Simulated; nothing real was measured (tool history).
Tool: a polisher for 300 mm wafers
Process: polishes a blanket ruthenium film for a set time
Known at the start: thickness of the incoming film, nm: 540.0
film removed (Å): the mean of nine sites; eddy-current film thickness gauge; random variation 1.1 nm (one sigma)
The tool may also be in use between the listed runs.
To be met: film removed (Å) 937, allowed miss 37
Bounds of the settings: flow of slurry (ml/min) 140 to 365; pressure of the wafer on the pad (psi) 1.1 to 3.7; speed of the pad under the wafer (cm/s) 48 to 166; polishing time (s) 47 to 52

run  hour  flow of slurry (ml/min)  pressure of the wafer on the pad (psi)  speed of the pad under the wafer (cm/s)  polishing time (s)  film removed (Å)
  1     0                      235                                     2.4                                      106                  52            656.47
  2     4                      235                                     2.4                                      120                  52            712.55
  3   6.5                      235                                     1.9                                      120                  52            562.39
  4   9.1                      235                                     1.9                                      110                  52            525.51
  5  15.6                      235                                     1.9                                       96                  52            468.44
  6  21.8                      235                                     2.2                                       96                  52             537.1
  7    25                      235                                     2.4                                       96                  52            599.94
  8  29.5                      235                                     2.6                                       96                  52            639.86
  9  32.8                      235                                     2.8                                       96                  52            703.35
 10    41                      235                                     2.9                                       96                  52            716.31
 11  46.7                      235                                     3.5                                       98                  52            860.57

5 next moves are on the table. One of them brings every result within its allowed miss. Which?
  A  52.4                      260                                     3.2                                      104                  47                 ?
  B  52.4                      230                                     3.4                                      104                  48                 ?
  C  52.4                      240                                     3.7                                      100                  52                 ?
  D  52.4                      265                                     3.6                                       88                  52                 ?
  E  52.4                      215                                     3.4                                      106                  49                 ?

move  film removed (Å)
   A            766.87
   B            814.96
   C            935.38
   D            834.01
   E            835.06
A: further off than the last run
B: further off than the last run
C: meets every target
D: further off than the last run
E: further off than the last run
The right move is C.
